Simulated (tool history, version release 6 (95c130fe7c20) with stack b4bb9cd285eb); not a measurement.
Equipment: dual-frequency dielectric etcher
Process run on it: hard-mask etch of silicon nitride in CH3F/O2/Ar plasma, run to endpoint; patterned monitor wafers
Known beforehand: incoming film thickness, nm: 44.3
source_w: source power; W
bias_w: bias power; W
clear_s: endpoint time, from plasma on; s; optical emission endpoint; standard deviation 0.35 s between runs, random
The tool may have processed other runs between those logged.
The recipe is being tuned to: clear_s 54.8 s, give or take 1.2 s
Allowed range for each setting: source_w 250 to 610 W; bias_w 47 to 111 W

run,day,source_w,bias_w,clear_s
1,0,430,79,62.048
2,0.317,470,79,60.276
3,0.646,480,80,58.825
4,0.683,480,75,60.199
5,0.975,430,75,62.374
6,1.088,430,89,60.147
7,1.408,440,90,59.786
8,1.725,450,91,58.813
9,1.817,460,92,57.724
10,1.862,470,92,57.375
11,2.071,480,92,56.781

4 candidate next runs follow, results not yet known. Just one meets every target within its allowed miss. Identify it.
A,2.279,530,88,?
B,2.279,490,89,?
C,2.279,480,88,?
D,2.279,450,95,?

move,clear_s
A,55.744
B,57.437
C,58.124
D,58.455
A: meets every target
B: moves away from the targets compared with the last run
C: moves away from the targets compared with the last run
D: moves away from the targets compared with the last run
Go with A: it meets all targets.

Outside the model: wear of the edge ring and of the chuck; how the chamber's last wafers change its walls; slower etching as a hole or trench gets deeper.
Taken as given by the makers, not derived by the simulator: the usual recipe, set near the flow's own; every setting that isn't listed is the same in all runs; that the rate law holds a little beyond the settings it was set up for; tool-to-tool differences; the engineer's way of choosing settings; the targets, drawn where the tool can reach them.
